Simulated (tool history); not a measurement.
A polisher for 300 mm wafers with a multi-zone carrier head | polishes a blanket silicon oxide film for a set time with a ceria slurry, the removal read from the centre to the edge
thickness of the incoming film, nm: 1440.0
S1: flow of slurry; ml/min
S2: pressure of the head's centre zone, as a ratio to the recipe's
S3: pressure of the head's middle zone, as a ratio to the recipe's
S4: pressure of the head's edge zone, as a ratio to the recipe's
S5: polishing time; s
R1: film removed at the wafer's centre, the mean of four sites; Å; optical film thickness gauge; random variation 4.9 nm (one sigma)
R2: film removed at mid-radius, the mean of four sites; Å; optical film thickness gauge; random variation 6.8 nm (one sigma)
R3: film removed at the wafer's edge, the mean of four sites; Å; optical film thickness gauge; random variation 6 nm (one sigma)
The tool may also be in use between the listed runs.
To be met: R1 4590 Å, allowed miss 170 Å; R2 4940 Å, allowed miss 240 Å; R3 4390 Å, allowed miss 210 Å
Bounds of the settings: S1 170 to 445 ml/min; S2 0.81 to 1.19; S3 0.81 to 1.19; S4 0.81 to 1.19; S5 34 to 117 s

| run | hour | S1 | S2 | S3 | S4 | S5 | R1 | R2 | R3 |
|---|---|---|---|---|---|---|---|---|---|
| 1 | 0 | 285 | 1 | 1 | 1 | 75 | 3524.7 | 3381.2 | 3509.6 |
| 2 | 4.2 | 285 | 1 | 0.93 | 1 | 75 | 3529.7 | 3244.7 | 3458.8 |
| 3 | 10.5 | 290 | 1 | 0.95 | 0.99 | 77 | 3663.1 | 3442.4 | 3426.1 |
| 4 | 14.1 | 245 | 1 | 0.95 | 0.99 | 77 | 3571.5 | 3274.9 | 3537.6 |
| 5 | 17.1 | 245 | 1 | 1 | 0.99 | 77 | 3596.5 | 3486.7 | 3410.9 |
| 6 | 20.4 | 250 | 1 | 1.02 | 1 | 78 | 3614.9 | 3625 | 3502.9 |
| 7 | 22.1 | 255 | 1.01 | 1.03 | 1.01 | 79 | 3690 | 3692 | 3546 |
| 8 | 28.1 | 260 | 1.01 | 1.04 | 1.02 | 81 | 3805.8 | 3811.4 | 3695.6 |
| 9 | 33.8 | 265 | 1.01 | 1.05 | 1.03 | 82 | 3914 | 3844.4 | 3858.1 |
| 10 | 39.2 | 270 | 1.01 | 1.06 | 1.03 | 83 | 3930.6 | 3929.5 | 3941.1 |
| 11 | 46.2 | 270 | 1.01 | 1.07 | 1.03 | 84 | 4004.2 | 4146.8 | 3802.2 |
| 12 | 47.4 | 275 | 1.01 | 1.08 | 1.04 | 85 | 4006.1 | 4114.9 | 3918.7 |
| 13 | 50.8 | 275 | 1.01 | 1.09 | 1.04 | 86 | 4064 | 4206.7 | 4107 |
| 14 | 58.3 | 275 | 1.01 | 1.1 | 1.04 | 87 | 4078.5 | 4347.6 | 4029.1 |

Which of these 4 next moves meets every target?
| A | 65.8 | 225 | 0.81 | 1.19 | 0.98 | 101 | ? | ? | ? |
| B | 65.8 | 290 | 1.02 | 1.14 | 1.03 | 95 | ? | ? | ? |
| C | 65.8 | 205 | 0.98 | 1.09 | 1.17 | 89 | ? | ? | ? |
| D | 65.8 | 305 | 1.1 | 1.05 | 1.04 | 92 | ? | ? | ? |

| move | R1 | R2 | R3 |
|---|---|---|---|
| A | 3759 | 5227.1 | 4511.4 |
| B | 4589.4 | 4856.5 | 4435.6 |
| C | 3963.2 | 4219.7 | 4314 |
| D | 4816.8 | 4401.6 | 4336.1 |
A: further off than the last run
B: meets every target
C: further off than the last run
D: takes the result that was furthest off past its target
Answer: B

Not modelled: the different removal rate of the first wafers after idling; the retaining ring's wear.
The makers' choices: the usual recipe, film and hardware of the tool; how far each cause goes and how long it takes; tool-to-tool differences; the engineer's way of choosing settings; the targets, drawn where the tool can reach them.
